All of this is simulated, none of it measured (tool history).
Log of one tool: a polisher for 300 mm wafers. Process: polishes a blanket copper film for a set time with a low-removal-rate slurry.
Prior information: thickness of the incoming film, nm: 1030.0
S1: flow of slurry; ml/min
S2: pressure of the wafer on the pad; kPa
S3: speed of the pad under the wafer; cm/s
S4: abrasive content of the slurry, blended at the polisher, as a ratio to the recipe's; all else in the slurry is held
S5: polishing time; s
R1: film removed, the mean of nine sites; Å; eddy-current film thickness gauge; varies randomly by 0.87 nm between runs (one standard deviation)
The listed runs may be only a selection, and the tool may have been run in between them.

{"run": 1, "hour": 0.0, "S1": 255, "S2": 19.3, "S3": 114, "S4": 1.0, "S5": 62, "R1": 1504.0}
{"run": 2, "hour": 6.9, "S1": 255, "S2": 19.3, "S3": 114, "S4": 1.2, "S5": 62, "R1": 1580.6}
{"run": 3, "hour": 11.5, "S1": 315, "S2": 19.3, "S3": 114, "S4": 1.2, "S5": 62, "R1": 1618.2}
{"run": 4, "hour": 15.5, "S1": 315, "S2": 21.4, "S3": 114, "S4": 1.2, "S5": 62, "R1": 1806.5}
{"run": 5, "hour": 20.5, "S1": 290, "S2": 21.4, "S3": 114, "S4": 1.2, "S5": 62, "R1": 1771.7}
{"run": 6, "hour": 22.1, "S1": 285, "S2": 17.2, "S3": 114, "S4": 1.2, "S5": 62, "R1": 1414.7}
{"run": 7, "hour": 27.7, "S1": 285, "S2": 14.5, "S3": 114, "S4": 1.2, "S5": 62, "R1": 1221.6}
{"run": 8, "hour": 34.4, "S1": 285, "S2": 13.1, "S3": 114, "S4": 1.2, "S5": 62, "R1": 1114.4}

What will run 9 give?
{"run": 9, "hour": 39.3, "S1": 285, "S2": 12.4, "S3": 114, "S4": 1.2, "S5": 62, "R1": "?"}

Run 9 came out at R1 1039.5 Å.

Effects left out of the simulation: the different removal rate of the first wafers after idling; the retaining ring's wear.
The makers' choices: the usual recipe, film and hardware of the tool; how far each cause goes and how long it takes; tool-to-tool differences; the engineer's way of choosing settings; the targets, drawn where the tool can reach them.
